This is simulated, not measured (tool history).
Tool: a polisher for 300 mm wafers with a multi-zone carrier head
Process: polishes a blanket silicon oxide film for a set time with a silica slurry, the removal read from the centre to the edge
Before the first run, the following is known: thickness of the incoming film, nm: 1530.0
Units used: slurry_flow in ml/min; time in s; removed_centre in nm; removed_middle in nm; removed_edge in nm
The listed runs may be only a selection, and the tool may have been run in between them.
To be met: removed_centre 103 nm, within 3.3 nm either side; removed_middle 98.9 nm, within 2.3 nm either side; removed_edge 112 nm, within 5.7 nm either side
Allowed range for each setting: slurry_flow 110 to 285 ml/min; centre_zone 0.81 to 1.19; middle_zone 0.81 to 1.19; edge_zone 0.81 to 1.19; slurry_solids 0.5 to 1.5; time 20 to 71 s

run	hour	slurry_flow	centre_zone	middle_zone	edge_zone	slurry_solids	time	removed_centre	removed_middle	removed_edge
1	0	180	1	1	1	1	45	153.05	158.19	150.91
2	1.5	180	1	1.04	1	1	45	153.6	161.37	154.3
3	3.9	180	1	1.04	1	1	37	125.27	132.58	125.78
4	4.4	180	1	1.11	1	1	37	126.13	138.21	127.3
5	5.6	160	1	1.11	1	1	37	123.13	135.94	123.74
6	12.2	160	1	1.11	1	1.2	37	132.7	149.84	136.07
7	20.2	125	0.9	1.01	0.94	0.95	37	101.91	115.77	115.81
8	25.8	120	0.91	0.97	0.94	0.95	37	101.21	111.84	110.16
9	27.7	120	0.92	0.93	1	0.95	37	101.3	108.89	117.13
10	36.6	120	0.93	0.9	1	0.95	37	104.11	107.36	117.49
11	37.9	120	0.93	0.88	0.99	0.95	37	104.38	104.78	116.58
12	44	120	0.93	0.87	0.98	0.95	37	103.77	103.15	117.52
13	52.7	120	0.93	0.87	0.97	0.95	37	104.17	104.11	118.79
14	55.7	120	0.95	0.84	0.9	0.85	37	99.714	95.903	105.37
15	63.6	125	0.95	0.84	0.91	0.85	37	103.11	95.983	105.75
16	65.5	125	0.95	0.84	0.92	0.85	37	101.83	97.574	107.38

Which of these 5 next moves meets every target?
A	67.4	115	0.94	0.81	1	1	35	?	?	?
B	67.4	110	0.91	0.87	0.93	0.9	37	?	?	?
C	67.4	110	0.94	0.82	0.92	1	37	?	?	?
D	67.4	145	1.03	0.97	0.84	0.8	35	?	?	?
E	67.4	140	1.04	0.98	0.86	0.7	37	?	?	?

move	removed_centre	removed_middle	removed_edge
A	101.77	95.465	113.96
B	97.4	99.019	109.1
C	105.9	100.39	114.72
D	105.15	101.93	97.016
E	102.45	99.262	94.995
A: brings the last run's worst result on target, with another outside its allowed miss
B: brings the last run's worst result on target, with another outside its allowed miss
C: every result lands within tolerance
D: moves away from the targets compared with the last run
E: moves away from the targets compared with the last run
Move C is the one to make.
